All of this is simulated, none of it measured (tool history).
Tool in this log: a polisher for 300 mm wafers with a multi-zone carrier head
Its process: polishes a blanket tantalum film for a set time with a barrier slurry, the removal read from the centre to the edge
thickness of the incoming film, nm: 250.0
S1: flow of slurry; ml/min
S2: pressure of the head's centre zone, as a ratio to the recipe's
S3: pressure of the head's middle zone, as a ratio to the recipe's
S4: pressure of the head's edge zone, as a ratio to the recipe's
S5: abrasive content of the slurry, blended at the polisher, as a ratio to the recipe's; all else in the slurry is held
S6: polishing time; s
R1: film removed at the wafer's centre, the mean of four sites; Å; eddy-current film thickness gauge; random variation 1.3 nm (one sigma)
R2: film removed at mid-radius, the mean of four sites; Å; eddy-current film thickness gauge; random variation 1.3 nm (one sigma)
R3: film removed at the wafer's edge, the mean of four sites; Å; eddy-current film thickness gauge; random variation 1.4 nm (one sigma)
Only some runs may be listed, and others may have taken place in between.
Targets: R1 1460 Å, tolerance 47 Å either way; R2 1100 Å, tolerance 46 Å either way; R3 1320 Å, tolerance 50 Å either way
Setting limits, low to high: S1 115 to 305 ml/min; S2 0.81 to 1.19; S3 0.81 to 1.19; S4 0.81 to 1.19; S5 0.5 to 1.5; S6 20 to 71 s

run    day   S1    S2    S3    S4    S5  S6      R1      R2      R3
  1      0  195     1     1     1     1  45  886.64   900.8  880.97
  2  0.071  195  1.05     1     1     1  45  936.18  877.68  894.11
  3  0.104  150  1.05     1     1     1  45  883.53   846.1  845.39
  4  0.308  120  1.05     1     1     1  45   852.2  791.35  826.85
  5  0.517  140  1.07  0.98  1.03   1.1  46  924.59  851.13  890.78
  6  0.633  140  1.07  0.98  1.03   1.1  51  1027.2  968.71  992.89
  7  0.988  160  1.09  0.95  1.05  1.15  51  1121.4  957.02  1035.4
  8  1.133  175  1.09  0.94  1.07   1.2  51  1146.3  998.65  1066.8
  9  1.383  185  1.09  0.92  1.09  1.25  51  1179.7  987.69  1083.4
 10  1.662  195  1.09   0.9  1.11   1.3  52  1218.8  984.96  1175.4
 11    1.7  205   1.1   0.9  1.12   1.3  52  1234.7  1017.3  1170.3
 12  1.754  215  1.11  0.89  1.13  1.35  52  1263.5  1049.9  1195.4
 13  1.825  220  1.12  0.88  1.14  1.35  52  1273.5  1031.6  1207.6

Which single option among these 5 for the next run brings every result within its allowed miss of target? Just one does.
  A  1.896  170  1.02   1.1  1.09  1.45  51   ?   ?   ?
  B  1.896  260  1.19  0.84  1.06   1.4  50   ?   ?   ?
  C  1.896  240  1.11  1.01  1.13  1.35  48   ?   ?   ?
  D  1.896  200  0.99  0.85  0.91  1.45  56   ?   ?   ?
  E  1.896  260  1.14  0.85  1.15   1.1  59   ?   ?   ?

move      R1      R2      R3
   A  1136.8  1162.5  1130.1
   B  1384.9  961.15  1141.1
   C  1217.6    1057  1111.4
   D    1248  1058.1  1165.3
   E  1476.3  1080.3  1323.4
A: further off than the last run
B: better than the last run, though not everything is in spec
C: further off than the last run
D: further off than the last run
E: all results in spec
Move E is the one to make.
